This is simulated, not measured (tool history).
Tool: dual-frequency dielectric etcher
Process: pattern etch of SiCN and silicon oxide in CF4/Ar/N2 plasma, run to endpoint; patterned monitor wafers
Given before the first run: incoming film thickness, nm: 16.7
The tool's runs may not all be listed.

run,hour,source power (W),bias power (W),Ar flow (sccm),CF4 flow (sccm),endpoint time (s)
1,0,420,87,102,77,18.241
2,5.4,430,87,102,77,17.847
3,9.7,390,87,102,77,19.799
4,12.9,390,94,102,77,19.357
5,14.1,390,94,102,66,19.656
6,18.2,410,95,102,66,18.389
7,25.2,420,95,102,66,18.009
8,34.2,430,95,102,66,17.43

Estimate the outcome of run 9 from the log above:
9,41.2,440,95,102,66,?

endpoint time (s): 17.006

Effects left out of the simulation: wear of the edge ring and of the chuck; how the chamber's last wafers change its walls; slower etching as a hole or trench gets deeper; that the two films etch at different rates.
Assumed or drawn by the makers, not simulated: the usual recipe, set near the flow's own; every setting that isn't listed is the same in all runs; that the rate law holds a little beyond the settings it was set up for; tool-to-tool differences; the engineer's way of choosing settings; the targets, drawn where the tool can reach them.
